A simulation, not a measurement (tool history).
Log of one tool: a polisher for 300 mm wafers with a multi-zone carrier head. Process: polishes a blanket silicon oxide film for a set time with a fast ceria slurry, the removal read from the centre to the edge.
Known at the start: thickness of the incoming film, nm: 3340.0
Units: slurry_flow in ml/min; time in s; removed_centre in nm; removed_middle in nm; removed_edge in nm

run,hour,slurry_flow,centre_zone,middle_zone,edge_zone,time,removed_centre,removed_middle,removed_edge
1,0,130,1,1,1,33,327.73,328.28,342.33
2,0.6,130,0.91,1,1,33,286.68,331.07,333.53
3,4,130,0.91,1,1,37,327.11,371.32,382.79
4,5.3,130,0.91,1,1,45,395.69,451.21,460.97
5,11.8,130,0.98,1,1,45,435.45,440.5,457.59
6,16.7,130,0.98,0.99,0.98,43,401.19,412.5,430.5
7,19.2,130,0.99,0.99,0.96,41,391.77,404.41,421.96
8,23.6,130,1,1,0.97,39,380.28,388.06,399.69
9,24.9,130,1.01,1,0.97,37,365.28,361.92,381.91
10,29.7,130,1.02,1.01,0.97,35,350.79,342.01,361.49
11,37.5,115,1,0.99,0.87,27,247.73,245.56,253.98

The next listed run, before its measurement:
# hour 40.6: slurry nozzle cleaned
12,40.6,120,1,0.99,0.87,27,?,?,?

Run 12 gave removed_centre 309.56 nm, removed_middle 305.15 nm, removed_edge 289.57 nm.
